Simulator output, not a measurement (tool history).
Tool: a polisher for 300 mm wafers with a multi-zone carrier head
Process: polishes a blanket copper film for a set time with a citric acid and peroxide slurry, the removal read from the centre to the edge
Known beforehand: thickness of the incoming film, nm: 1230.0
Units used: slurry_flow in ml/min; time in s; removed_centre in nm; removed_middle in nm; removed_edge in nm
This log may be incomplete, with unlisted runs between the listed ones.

{"run": 1, "hour": 0.0, "slurry_flow": 260, "centre_zone": 1, "middle_zone": 1, "edge_zone": 1, "slurry_solids": 1, "time": 35, "removed_centre": 104.49, "removed_middle": 108.15, "removed_edge": 108.65}
{"run": 2, "hour": 5.0, "slurry_flow": 260, "centre_zone": 1, "middle_zone": 1.06, "edge_zone": 1, "slurry_solids": 1, "time": 35, "removed_centre": 107.18, "removed_middle": 113.17, "removed_edge": 105.94}
{"run": 3, "hour": 11.2, "slurry_flow": 260, "centre_zone": 0.94, "middle_zone": 1.06, "edge_zone": 1, "slurry_solids": 1, "time": 35, "removed_centre": 94.853, "removed_middle": 111.79, "removed_edge": 106.74}
{"run": 4, "hour": 14.2, "slurry_flow": 260, "centre_zone": 0.87, "middle_zone": 1.06, "edge_zone": 1, "slurry_solids": 1, "time": 35, "removed_centre": 91.235, "removed_middle": 113.03, "removed_edge": 105.4}
{"run": 5, "hour": 23.2, "slurry_flow": 260, "centre_zone": 0.87, "middle_zone": 1.1, "edge_zone": 1, "slurry_solids": 1, "time": 35, "removed_centre": 89.29, "removed_middle": 114.02, "removed_edge": 107.75}
{"run": 6, "hour": 32.2, "slurry_flow": 260, "centre_zone": 0.87, "middle_zone": 1.02, "edge_zone": 1, "slurry_solids": 1, "time": 35, "removed_centre": 91.238, "removed_middle": 109.3, "removed_edge": 106.53}
{"run": 7, "hour": 35.3, "slurry_flow": 260, "centre_zone": 0.88, "middle_zone": 1.02, "edge_zone": 1.01, "slurry_solids": 1.05, "time": 35, "removed_centre": 89.503, "removed_middle": 112.09, "removed_edge": 108.42}

What will run 8 give?
{"run": 8, "hour": 36.8, "slurry_flow": 260, "centre_zone": 0.91, "middle_zone": 1.01, "edge_zone": 1.02, "slurry_solids": 1.1, "time": 35, "removed_centre": "?", "removed_middle": "?", "removed_edge": "?"}

Run 8 yielded removed_centre 96.23 nm, removed_middle 111.33 nm, removed_edge 112.23 nm.
